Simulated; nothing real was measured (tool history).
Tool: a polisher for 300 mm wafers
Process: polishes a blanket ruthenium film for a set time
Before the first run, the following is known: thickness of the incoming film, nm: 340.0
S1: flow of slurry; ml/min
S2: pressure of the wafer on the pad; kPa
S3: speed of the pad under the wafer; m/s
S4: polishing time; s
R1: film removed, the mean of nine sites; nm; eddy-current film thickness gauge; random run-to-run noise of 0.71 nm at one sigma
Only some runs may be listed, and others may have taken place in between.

run  hour   S1    S2   S3  S4      R1
  1     0  185  13.8  0.8  47  40.711
  2   2.7  185  15.2  0.8  47  45.262
  3   4.5  210  15.2  0.8  47  46.416
  4   5.8  215  15.9  0.8  47  47.224
      7.1  -- slurry nozzle cleaned
  5   7.1  250  15.9  0.8  47  51.007
  6  15.4  250  15.9  0.8  42   45.43

The next listed run, before its measurement:
  7  21.5  250  17.2  0.8  42   ?

R1: 49.936 nm
